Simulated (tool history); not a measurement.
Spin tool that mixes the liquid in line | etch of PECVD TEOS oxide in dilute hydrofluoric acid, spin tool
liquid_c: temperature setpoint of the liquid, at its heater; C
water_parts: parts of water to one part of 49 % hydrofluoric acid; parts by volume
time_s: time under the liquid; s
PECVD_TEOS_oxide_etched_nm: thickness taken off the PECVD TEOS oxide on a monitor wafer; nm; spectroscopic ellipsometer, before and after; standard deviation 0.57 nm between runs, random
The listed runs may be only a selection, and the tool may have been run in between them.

run,hour,liquid_c,water_parts,time_s,PECVD_TEOS_oxide_etched_nm
1,0.0,21.0,130,260,29.975
2,8.1,23.5,100,260,44.928
3,16.4,23.5,80,260,57.166
4,21.3,25.0,75,260,65.417
5,29.8,23.5,75,260,61.367
6,38.1,25.0,70,260,71.489
7,46.2,26.0,70,260,73.122
8,48.6,27.0,70,260,75.438

Expected results for the next run?
9,56.2,27.5,70,260,?

For run 9 the tool returned PECVD_TEOS_oxide_etched_nm 77.917 nm.

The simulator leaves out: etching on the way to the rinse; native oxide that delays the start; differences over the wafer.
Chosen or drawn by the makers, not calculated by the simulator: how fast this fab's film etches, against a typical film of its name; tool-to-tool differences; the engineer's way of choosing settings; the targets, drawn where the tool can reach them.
